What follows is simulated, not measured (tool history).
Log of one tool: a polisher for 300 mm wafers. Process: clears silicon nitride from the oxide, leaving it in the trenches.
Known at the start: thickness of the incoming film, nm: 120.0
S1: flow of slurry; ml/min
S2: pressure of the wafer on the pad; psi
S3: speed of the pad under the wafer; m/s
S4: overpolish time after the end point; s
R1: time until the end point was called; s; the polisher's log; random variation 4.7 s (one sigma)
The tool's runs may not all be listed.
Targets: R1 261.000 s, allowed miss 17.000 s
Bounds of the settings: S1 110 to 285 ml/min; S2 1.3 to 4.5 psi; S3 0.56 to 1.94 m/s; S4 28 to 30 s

run	hour	S1	S2	S3	S4	R1
1	0.0	180	2.9	1.24	28	119.950
2	1.3	180	3.3	1.24	28	108.070
3	2.7	180	3.3	1.24	30	107.660
4	4.1	205	3.3	1.24	30	106.850
5	9.6	165	3.3	1.24	30	109.750
6	17.6	165	3.3	1.44	30	91.906
7	19.7	165	2.8	1.30	30	122.180
8	24.5	165	2.4	1.20	30	148.390
9	26.8	165	2.1	1.12	30	182.120
10	28.3	165	1.9	1.10	30	209.960
11	32.3	165	1.8	1.10	30	218.060

5 next moves are on the table. One of them brings every result within its allowed miss. Which?
A	36.3	155	1.8	1.30	30	?
B	36.3	220	1.8	1.22	30	?
C	36.3	160	1.7	1.30	28	?
D	36.3	140	1.7	1.00	30	?
E	36.3	115	2.7	0.82	30	?

move	R1
A	186.880
B	189.630
C	196.370
D	258.540
E	207.920
A: further off than the last run
B: further off than the last run
C: further off than the last run
D: meets every target
E: further off than the last run
Move D is the one to make.

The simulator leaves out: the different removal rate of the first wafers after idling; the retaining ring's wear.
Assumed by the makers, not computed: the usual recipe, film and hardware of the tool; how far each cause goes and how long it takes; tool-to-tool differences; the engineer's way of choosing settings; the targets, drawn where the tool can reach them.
